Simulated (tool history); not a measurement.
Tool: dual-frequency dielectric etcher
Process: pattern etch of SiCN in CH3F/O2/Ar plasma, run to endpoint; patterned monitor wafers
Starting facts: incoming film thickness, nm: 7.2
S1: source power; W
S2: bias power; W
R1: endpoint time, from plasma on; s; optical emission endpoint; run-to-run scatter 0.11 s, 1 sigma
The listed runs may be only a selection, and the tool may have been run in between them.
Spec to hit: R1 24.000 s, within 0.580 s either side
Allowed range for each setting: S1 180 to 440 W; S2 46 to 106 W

{"run": 1, "day": 0.0, "S1": 310, "S2": 76, "R1": 20.17}
{"run": 2, "day": 0.179, "S1": 360, "S2": 76, "R1": 18.791}
{"run": 3, "day": 0.529, "S1": 320, "S2": 74, "R1": 20.136}
{"run": 4, "day": 0.746, "S1": 320, "S2": 85, "R1": 18.833}
{"run": 5, "day": 0.888, "S1": 320, "S2": 98, "R1": 17.78}
{"run": 6, "day": 1.0, "S1": 320, "S2": 87, "R1": 18.767}
{"run": 7, "day": 1.071, "S1": 290, "S2": 83, "R1": 20.067}
{"run": 8, "day": 1.204, "S1": 260, "S2": 81, "R1": 21.78}
{"run": 9, "day": 1.533, "S1": 250, "S2": 81, "R1": 21.946}
{"run": 10, "day": 1.642, "S1": 240, "S2": 80, "R1": 22.742}
{"run": 11, "day": 1.721, "S1": 210, "S2": 78, "R1": 25.061}

Which one of the following 5 next-run settings gets every result inside its allowed miss? There is exactly one.
{"run": "A", "day": 1.8, "S1": 200, "S2": 95, "R1": "?"}
{"run": "B", "day": 1.8, "S1": 200, "S2": 77, "R1": "?"}
{"run": "C", "day": 1.8, "S1": 210, "S2": 73, "R1": "?"}
{"run": "D", "day": 1.8, "S1": 200, "S2": 75, "R1": "?"}
{"run": "E", "day": 1.8, "S1": 230, "S2": 69, "R1": "?"}

move=A R1=23.839
move=B R1=26.179
move=C R1=25.847
move=D R1=26.486
move=E R1=25.003
A: all results in spec
B: misses by more than the last run did
C: misses by more than the last run did
D: misses by more than the last run did
E: gains on the last run, yet a result remains outside its allowed miss
A meets every target.
